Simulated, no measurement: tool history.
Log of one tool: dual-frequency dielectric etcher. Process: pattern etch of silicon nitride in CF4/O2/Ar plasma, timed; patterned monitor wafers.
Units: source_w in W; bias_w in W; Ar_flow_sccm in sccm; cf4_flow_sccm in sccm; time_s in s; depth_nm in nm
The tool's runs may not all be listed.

| run | hour | source_w | bias_w | Ar_flow_sccm | cf4_flow_sccm | time_s | depth_nm |
|---|---|---|---|---|---|---|---|
| 1 | 0 | 720 | 59 | 136 | 80 | 147.5 | 468.66 |
| 2 | 7.2 | 630 | 59 | 136 | 80 | 147.5 | 429.29 |
| 3 | 11.1 | 550 | 59 | 136 | 80 | 147.5 | 395.17 |
| 4 | 18.4 | 640 | 60 | 136 | 80 | 147.5 | 434.2 |
| 5 | 27.3 | 640 | 60 | 136 | 80 | 147.5 | 436.06 |
| 6 | 33.5 | 710 | 60 | 136 | 80 | 147.5 | 462.7 |
| 7 | 35.5 | 770 | 61 | 136 | 80 | 147.5 | 495.06 |
| 8 | 39.3 | 810 | 61 | 136 | 80 | 147.5 | 509.56 |

The next listed run, before its measurement:
| 9 | 41 | 840 | 61 | 136 | 80 | 147.5 | ? |

depth_nm: 524.63 nm

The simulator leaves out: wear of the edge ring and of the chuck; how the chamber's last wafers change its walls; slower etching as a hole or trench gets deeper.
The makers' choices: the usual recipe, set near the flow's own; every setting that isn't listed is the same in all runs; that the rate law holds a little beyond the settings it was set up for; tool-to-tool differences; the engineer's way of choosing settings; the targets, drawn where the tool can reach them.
